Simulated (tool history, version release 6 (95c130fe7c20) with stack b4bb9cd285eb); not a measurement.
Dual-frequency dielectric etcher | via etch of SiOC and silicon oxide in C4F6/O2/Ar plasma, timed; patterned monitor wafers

run,hour,source power (kW),bias power (kW),etch time (s),mean etch depth across the wafer (angstrom)
1,0,0.44,0.134,88.5,1023.3
2,0.8,0.42,0.133,88.5,990.64
3,2.3,0.42,0.155,88.5,1039.9
4,5.2,0.4,0.154,88.5,1015.8
5,11.2,0.4,0.154,88.5,1005.7
6,16.2,0.39,0.154,88.5,1002.9
7,23.3,0.38,0.153,88.5,987.84
8,28.8,0.37,0.153,88.5,979.08

Forecast run 9:
9,34.3,0.36,0.153,88.5,?

For run 9 the tool returned mean etch depth across the wafer (angstrom) 963.72.

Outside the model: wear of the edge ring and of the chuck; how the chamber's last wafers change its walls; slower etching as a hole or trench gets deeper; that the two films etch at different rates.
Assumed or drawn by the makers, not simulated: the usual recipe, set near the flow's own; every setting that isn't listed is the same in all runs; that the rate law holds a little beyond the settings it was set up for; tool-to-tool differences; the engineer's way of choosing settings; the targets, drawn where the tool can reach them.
